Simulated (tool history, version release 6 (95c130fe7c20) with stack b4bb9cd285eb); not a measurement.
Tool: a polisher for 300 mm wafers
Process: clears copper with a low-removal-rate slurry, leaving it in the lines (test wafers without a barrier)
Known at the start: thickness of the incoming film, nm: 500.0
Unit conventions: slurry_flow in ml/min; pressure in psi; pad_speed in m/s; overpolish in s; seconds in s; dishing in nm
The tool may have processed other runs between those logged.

run  hour  slurry_flow  pressure  pad_speed  slurry_solids  overpolish  seconds  dishing
  1     0          270       2.6       1.18              1          25   139.32   48.179
  2   7.6          270       2.7       1.18              1          27   137.07   55.558
  3  16.4          270       2.8       1.18              1          28    133.4   56.681
  4  18.5          270       2.8       1.18           1.05          28   131.74   59.408
  5  22.7          270       2.9       1.18           1.05          29   128.07   60.705
  6  23.6          270       2.9       1.18            0.9          29   132.83   60.397
  7  25.1          270         3       1.18            0.9          30   129.83    63.31

What does the tool deliver on the next run?
  8  30.5          270       3.1       1.18            0.9          31        ?        ?

Run 8 measured seconds 125.24 s, dishing 65.656 nm.

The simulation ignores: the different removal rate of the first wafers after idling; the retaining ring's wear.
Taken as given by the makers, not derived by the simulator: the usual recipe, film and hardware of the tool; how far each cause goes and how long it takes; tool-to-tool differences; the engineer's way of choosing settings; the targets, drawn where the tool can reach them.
